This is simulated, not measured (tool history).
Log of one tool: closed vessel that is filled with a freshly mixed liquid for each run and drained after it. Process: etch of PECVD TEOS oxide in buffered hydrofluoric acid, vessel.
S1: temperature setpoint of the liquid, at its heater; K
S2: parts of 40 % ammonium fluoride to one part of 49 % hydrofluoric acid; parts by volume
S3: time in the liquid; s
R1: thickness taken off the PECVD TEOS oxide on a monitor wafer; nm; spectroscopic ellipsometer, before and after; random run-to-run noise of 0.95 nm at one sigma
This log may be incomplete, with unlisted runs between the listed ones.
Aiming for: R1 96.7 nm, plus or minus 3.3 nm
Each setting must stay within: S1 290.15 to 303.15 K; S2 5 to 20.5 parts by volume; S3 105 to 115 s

run,day,S1,S2,S3,R1
1,0,295.15,12.5,105,106.82
2,0.288,294.65,12.5,105,104.29
3,0.321,294.65,10.5,105,122.49
4,0.529,298.15,10.5,105,148.81
5,0.621,298.15,10.5,115,165.46
6,0.646,296.65,11,115,146.01
7,0.858,295.15,11,115,133.45
8,0.892,291.15,11.5,115,100.97

Next run, 5 choices. One meets every target within its allowed miss, the rest don't. Which?
A,0.925,290.65,10.5,115,?
B,0.925,291.65,12.5,115,?
C,0.925,292.65,11.5,115,?
D,0.925,291.65,11.5,115,?
E,0.925,290.15,10.5,115,?

move,R1
A,107.36
B,95.862
C,110.09
D,104.01
E,104.32
A: misses by more than the last run did
B: all results in spec
C: misses by more than the last run did
D: misses by more than the last run did
E: misses by more than the last run did
B is the move that brings every result within its allowed miss.

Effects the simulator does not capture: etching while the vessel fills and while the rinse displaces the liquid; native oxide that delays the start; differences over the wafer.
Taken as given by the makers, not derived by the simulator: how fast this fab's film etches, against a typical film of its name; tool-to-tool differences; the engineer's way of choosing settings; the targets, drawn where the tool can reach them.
